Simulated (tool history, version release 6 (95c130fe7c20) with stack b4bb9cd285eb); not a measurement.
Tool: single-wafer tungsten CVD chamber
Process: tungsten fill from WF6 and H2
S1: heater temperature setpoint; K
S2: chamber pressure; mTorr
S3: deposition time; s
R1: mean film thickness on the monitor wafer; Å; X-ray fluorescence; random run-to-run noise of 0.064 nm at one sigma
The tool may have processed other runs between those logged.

run 1 hour=0 | S1=668.15 S2=39400 S3=8.5 | R1=236.39
run 2 hour=4.8 | S1=668.15 S2=39400 S3=8.5 | R1=238.91
run 3 hour=6.4 | S1=662.15 S2=39100 S3=8.5 | R1=213.18
run 4 hour=12.1 | S1=668.15 S2=39100 S3=8.5 | R1=237.59
run 5 hour=14.8 | S1=661.15 S2=38700 S3=8.5 | R1=211.48
run 6 hour=18.5 | S1=656.15 S2=37300 S3=8.5 | R1=189.74
run 7 hour=23.3 | S1=653.15 S2=36900 S3=8.5 | R1=180.03
run 8 hour=30.9 | S1=651.15 S2=36500 S3=8.5 | R1=172.44
run 9 hour=34.8 | S1=649.15 S2=36400 S3=8.5 | R1=167.22
run 10 hour=37.3 | S1=649.15 S2=36400 S3=8.5 | R1=166.53
run 11 hour=40.7 | S1=648.15 S2=36300 S3=8.5 | R1=163.74

Run 12 is up next; what results do you expect?
run 12 hour=46.8 | S1=647.15 S2=36200 S3=8.5 | R1=?

R1: 160.77 Å
